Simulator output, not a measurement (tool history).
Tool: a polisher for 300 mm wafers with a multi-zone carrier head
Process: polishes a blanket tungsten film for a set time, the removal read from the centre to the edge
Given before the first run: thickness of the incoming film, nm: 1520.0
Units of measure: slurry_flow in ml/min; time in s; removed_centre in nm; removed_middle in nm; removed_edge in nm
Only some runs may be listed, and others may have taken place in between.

run	hour	slurry_flow	centre_zone	middle_zone	edge_zone	slurry_solids	time	removed_centre	removed_middle	removed_edge
1	0	210	1	1	1	1	55	256.24	264.09	264.44
2	0.6	160	1	1	1	1	55	249.92	252.71	255.25
3	4.1	160	1	1.04	1	1	55	245.88	255.58	258.59
4	12.8	160	1	0.96	1	1	55	250.58	245.67	260.81
5	20	200	1	0.96	1	1	55	251.45	254.47	267.99
6	25.4	200	1	0.96	1	1	50	233.76	229.13	242.98
7	32.6	215	1.04	0.99	1	1.1	51	255.43	246.04	254.86
8	38.8	230	1.07	1.02	1	1.2	52	278.22	262.89	263.16
9	45.6	240	1.09	1.05	1.01	1.25	52	283.66	268.44	270.64

Run 10 has not been measured yet. What should we expect?
10	49.2	250	1.11	1.07	1	1.3	53	?	?	?

{"run 10": {"removed_centre": 293.8, "removed_middle": 277.13, "removed_edge": 278.72}}
